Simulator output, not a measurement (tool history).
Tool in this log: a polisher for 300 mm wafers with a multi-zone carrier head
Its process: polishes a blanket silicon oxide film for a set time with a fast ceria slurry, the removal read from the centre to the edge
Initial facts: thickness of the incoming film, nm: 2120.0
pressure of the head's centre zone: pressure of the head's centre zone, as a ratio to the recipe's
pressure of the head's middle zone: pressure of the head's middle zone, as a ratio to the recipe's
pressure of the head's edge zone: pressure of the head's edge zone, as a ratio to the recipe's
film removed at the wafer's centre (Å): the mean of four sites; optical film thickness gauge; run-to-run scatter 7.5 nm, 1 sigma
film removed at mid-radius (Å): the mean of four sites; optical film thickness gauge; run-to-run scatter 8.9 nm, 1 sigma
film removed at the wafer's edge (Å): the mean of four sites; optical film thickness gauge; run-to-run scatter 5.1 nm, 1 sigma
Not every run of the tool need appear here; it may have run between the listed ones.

run	hour	flow of slurry (ml/min)	pressure of the head's centre zone	pressure of the head's middle zone	pressure of the head's edge zone	polishing time (s)	film removed at the wafer's centre (Å)	film removed at mid-radius (Å)	film removed at the wafer's edge (Å)
1	0.0	130	1.00	1.00	1.00	54	8369.8	8252.0	8652.2
2	1.6	120	0.96	1.00	0.96	51	7365.6	7816.2	7808.9
3	5.9	120	0.96	0.92	0.96	51	7490.6	7067.3	7766.9
4	8.1	120	0.96	0.92	1.02	51	7439.4	7231.2	8091.1
5	9.6	120	0.96	0.92	1.02	58	8177.0	8175.9	9241.0
6	17.0	120	0.96	0.95	1.02	58	8615.6	8274.9	9226.3
7	21.5	115	0.92	0.95	0.98	55	7557.5	7765.5	8466.3

Run 8 is up next; what results do you expect?
8	28.7	100	0.88	0.98	0.88	45	?	?	?

{"run 8": {"film removed at the wafer's centre (Å)": 5551.5, "film removed at mid-radius (Å)": 6300.6, "film removed at the wafer's edge (Å)": 6295.1}}
